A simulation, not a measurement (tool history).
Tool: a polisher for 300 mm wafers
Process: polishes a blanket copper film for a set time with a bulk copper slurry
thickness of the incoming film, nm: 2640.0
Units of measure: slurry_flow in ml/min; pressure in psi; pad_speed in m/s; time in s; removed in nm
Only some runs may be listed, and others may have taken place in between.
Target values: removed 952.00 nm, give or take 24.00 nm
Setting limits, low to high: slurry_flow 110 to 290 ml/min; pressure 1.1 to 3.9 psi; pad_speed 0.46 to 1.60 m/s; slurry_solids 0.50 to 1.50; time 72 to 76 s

| run | hour | slurry_flow | pressure | pad_speed | slurry_solids | time | removed |
|---|---|---|---|---|---|---|---|
| 1 | 0.0 | 185 | 2.5 | 1.02 | 1.00 | 72 | 563.45 |
| 2 | 2.9 | 215 | 2.5 | 1.02 | 1.00 | 72 | 578.01 |
| 3 | 10.0 | 220 | 2.7 | 1.02 | 1.00 | 72 | 631.53 |
| 4 | 18.0 | 220 | 2.4 | 1.02 | 1.00 | 72 | 558.26 |
| 5 | 19.6 | 220 | 2.4 | 1.12 | 1.00 | 72 | 615.89 |
| 6 | 26.4 | 245 | 2.4 | 1.12 | 1.00 | 72 | 627.94 |
| 7 | 33.4 | 265 | 3.1 | 1.14 | 1.00 | 72 | 828.71 |
| 8 | 41.0 | 265 | 3.2 | 1.14 | 1.00 | 72 | 852.96 |
| 9 | 45.2 | 265 | 3.3 | 1.14 | 1.00 | 72 | 862.84 |
| 10 | 46.1 | 265 | 3.4 | 1.14 | 1.00 | 72 | 901.88 |

Consider the 4 candidate settings below. Which is the only one whose results all fall within their allowed miss of target?
| A | 47.0 | 245 | 3.0 | 1.16 | 1.15 | 76 | ? |
| B | 47.0 | 280 | 3.4 | 1.14 | 0.90 | 76 | ? |
| C | 47.0 | 255 | 3.4 | 1.04 | 0.70 | 76 | ? |
| D | 47.0 | 265 | 3.7 | 1.02 | 0.95 | 72 | ? |

| move | removed |
|---|---|
| A | 878.27 |
| B | 948.29 |
| C | 824.79 |
| D | 879.07 |
A: misses by more than the last run did
B: in spec on every target
C: misses by more than the last run did
D: misses by more than the last run did
B meets every target.
